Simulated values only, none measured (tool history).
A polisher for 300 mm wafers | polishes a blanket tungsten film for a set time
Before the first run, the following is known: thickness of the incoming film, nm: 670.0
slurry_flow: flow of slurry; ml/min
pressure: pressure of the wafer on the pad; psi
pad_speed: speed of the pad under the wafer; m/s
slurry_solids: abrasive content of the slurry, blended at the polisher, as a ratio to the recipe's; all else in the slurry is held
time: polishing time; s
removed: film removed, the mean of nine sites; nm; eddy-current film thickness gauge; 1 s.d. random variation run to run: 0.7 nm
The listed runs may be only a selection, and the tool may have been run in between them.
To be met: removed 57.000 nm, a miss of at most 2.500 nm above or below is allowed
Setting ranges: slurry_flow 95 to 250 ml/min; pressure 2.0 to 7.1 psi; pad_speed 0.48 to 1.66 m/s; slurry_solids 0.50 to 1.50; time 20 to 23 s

run  hour  slurry_flow  pressure  pad_speed  slurry_solids  time  removed
  1   0.0          160       4.5       1.06           1.00    23  119.360
  2   6.1          160       3.9       1.02           1.00    23  100.310
  3   6.7          160       3.4       0.98           1.00    23   84.818
  4  12.2          160       3.1       0.96           1.00    23   75.502
  5  20.2          195       3.1       0.96           1.00    23   78.677
  6  28.4          195       2.8       0.94           1.00    23   71.534
  7  31.8          195       2.6       0.94           1.00    23   66.122
  8  35.5          195       2.5       0.94           1.00    23   63.191
  9  39.4          195       2.4       0.94           1.00    23   61.025

Which single option among these 4 for the next run brings every result within its allowed miss of target? Just one does.
  A  43.3          200       3.1       0.84           0.85    23        ?
  B  43.3          190       2.9       0.92           0.95    23        ?
  C  43.3          205       2.5       0.96           1.00    22        ?
  D  43.3          200       2.3       0.98           0.95    22        ?

move  removed
   A   67.229
   B   70.361
   C   62.359
   D   57.433
A: its largest miss is bigger than the last run's
B: its largest miss is bigger than the last run's
C: its largest miss is bigger than the last run's
D: in spec on every target
Answer: D
